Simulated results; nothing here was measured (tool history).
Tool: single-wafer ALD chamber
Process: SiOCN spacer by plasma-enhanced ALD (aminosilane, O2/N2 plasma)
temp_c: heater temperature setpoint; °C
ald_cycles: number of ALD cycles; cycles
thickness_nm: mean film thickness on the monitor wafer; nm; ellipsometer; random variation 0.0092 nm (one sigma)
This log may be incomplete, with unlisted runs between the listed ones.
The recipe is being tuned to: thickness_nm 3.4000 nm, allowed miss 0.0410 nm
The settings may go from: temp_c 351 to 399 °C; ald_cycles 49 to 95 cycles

run  hour  temp_c  ald_cycles  thickness_nm
  1   0.0     375          72        4.2944
  2   4.8     375          69        4.1331
  3   7.7     375          64        3.8112
  4  11.0     385          64        3.8261
  5  19.0     375          64        3.8211
  6  20.1     384          64        3.8124
  7  26.7     384          62        3.7017
     31.4  -- thermocouple changed; heater temperature recalibrated
  8  31.4     384          61        3.6373
  9  34.9     384          60        3.5889
 10  37.0     384          59        3.5202

Which one of the following 5 next-run settings gets every result inside its allowed miss? There is exactly one.
  A  39.1     389          57             ?
  B  39.1     384          58             ?
  C  39.1     391          56             ?
  D  39.1     393          59             ?
  E  39.1     369          58             ?

move  thickness_nm
   A        3.4098
   B        3.4696
   C        3.3499
   D        3.5294
   E        3.4696
A: meets every target
B: gains on the last run, yet a result remains outside its allowed miss
C: moves the result that the last run missed by most past its target, out the other side
D: further off than the last run
E: gains on the last run, yet a result remains outside its allowed miss
The right move is A.

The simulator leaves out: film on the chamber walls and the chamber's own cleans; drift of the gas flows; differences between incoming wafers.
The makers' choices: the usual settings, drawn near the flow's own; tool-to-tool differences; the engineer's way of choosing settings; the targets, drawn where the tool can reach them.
